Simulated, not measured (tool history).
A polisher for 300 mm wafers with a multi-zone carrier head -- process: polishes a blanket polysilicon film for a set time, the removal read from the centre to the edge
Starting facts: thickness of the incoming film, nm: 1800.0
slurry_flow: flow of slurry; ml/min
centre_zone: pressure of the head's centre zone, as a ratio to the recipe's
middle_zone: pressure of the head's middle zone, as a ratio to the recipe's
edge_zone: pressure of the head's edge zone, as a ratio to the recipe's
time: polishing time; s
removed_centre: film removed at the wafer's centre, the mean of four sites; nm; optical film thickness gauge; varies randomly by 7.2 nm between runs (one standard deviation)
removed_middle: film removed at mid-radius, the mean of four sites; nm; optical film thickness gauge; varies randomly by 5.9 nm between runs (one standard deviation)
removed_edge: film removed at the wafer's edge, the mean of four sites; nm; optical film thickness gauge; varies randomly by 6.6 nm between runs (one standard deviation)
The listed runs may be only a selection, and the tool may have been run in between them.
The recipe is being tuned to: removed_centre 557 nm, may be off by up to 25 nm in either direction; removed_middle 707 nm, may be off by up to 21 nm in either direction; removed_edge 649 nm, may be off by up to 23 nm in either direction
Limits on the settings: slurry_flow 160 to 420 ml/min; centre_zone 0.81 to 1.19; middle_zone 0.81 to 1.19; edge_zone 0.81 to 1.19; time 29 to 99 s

Run 1, hour 0: slurry_flow 270 ml/min, centre_zone 1, middle_zone 1, edge_zone 1, time 64 s. Result: removed_centre 460.16 nm, removed_middle 454.16 nm, removed_edge 457.53 nm.
Run 2, hour 1.2: slurry_flow 270 ml/min, centre_zone 1, middle_zone 0.94, edge_zone 1, time 64 s. Result: removed_centre 446.57 nm, removed_middle 428.37 nm, removed_edge 444.82 nm.
Run 3, hour 3.1: slurry_flow 280 ml/min, centre_zone 0.96, middle_zone 1.01, edge_zone 1.02, time 69 s. Result: removed_centre 476.26 nm, removed_middle 497.88 nm, removed_edge 489.61 nm.
Run 4, hour 4.6: slurry_flow 275 ml/min, centre_zone 0.93, middle_zone 1.05, edge_zone 1.06, time 73 s. Result: removed_centre 482.05 nm, removed_middle 547.24 nm, removed_edge 531.47 nm.
Run 5, hour 10.3: slurry_flow 275 ml/min, centre_zone 0.93, middle_zone 0.99, edge_zone 1.06, time 73 s. Result: removed_centre 485.46 nm, removed_middle 525.3 nm, removed_edge 544.69 nm.
Run 6, hour 11.6: slurry_flow 275 ml/min, centre_zone 0.93, middle_zone 0.99, edge_zone 1.06, time 63 s. Result: removed_centre 417.59 nm, removed_middle 445.09 nm, removed_edge 454.69 nm.
Run 7, hour 14.6: slurry_flow 310 ml/min, centre_zone 0.94, middle_zone 1.09, edge_zone 1.15, time 81 s. Result: removed_centre 552.73 nm, removed_middle 641.5 nm, removed_edge 624.47 nm.
Run 8, hour 19.5: slurry_flow 310 ml/min, centre_zone 0.93, middle_zone 1.11, edge_zone 1.16, time 82 s. Result: removed_centre 546.72 nm, removed_middle 651.49 nm, removed_edge 625.33 nm.
Run 9, hour 20.9: slurry_flow 315 ml/min, centre_zone 0.93, middle_zone 1.13, edge_zone 1.16, time 83 s. Result: removed_centre 555.21 nm, removed_middle 674.71 nm, removed_edge 638.28 nm.
Run 10, hour 24.6: slurry_flow 320 ml/min, centre_zone 0.93, middle_zone 1.14, edge_zone 1.16, time 83 s. Result: removed_centre 562.36 nm, removed_middle 672.48 nm, removed_edge 634.63 nm.

5 next moves are on the table. One of them brings every result within its allowed miss. Which?
Run A, hour 28.3: slurry_flow 360 ml/min, centre_zone 0.94, middle_zone 1.15, edge_zone 1.15, time 80 s. Result: removed_centre ?, removed_middle ?, removed_edge ?.
Run B, hour 28.3: slurry_flow 315 ml/min, centre_zone 0.98, middle_zone 1.11, edge_zone 1.07, time 81 s. Result: removed_centre ?, removed_middle ?, removed_edge ?.
Run C, hour 28.3: slurry_flow 375 ml/min, centre_zone 0.87, middle_zone 1.05, edge_zone 1.19, time 85 s. Result: removed_centre ?, removed_middle ?, removed_edge ?.
Run D, hour 28.3: slurry_flow 340 ml/min, centre_zone 0.92, middle_zone 1.08, edge_zone 1.19, time 81 s. Result: removed_centre ?, removed_middle ?, removed_edge ?.
Run E, hour 28.3: slurry_flow 190 ml/min, centre_zone 0.93, middle_zone 1.19, edge_zone 1.14, time 89 s. Result: removed_centre ?, removed_middle ?, removed_edge ?.

move  removed_centre  removed_middle  removed_edge
   A          551.95          666.83        624.38
   B          572.24          646.78        603.94
   C          548.82          657.85        678.04
   D          544.83          636.52        641.62
   E          555.79          704.09        649.62
A: further off than the last run
B: further off than the last run
C: further off than the last run
D: further off than the last run
E: each result inside its tolerance
Go with E: it meets all targets.
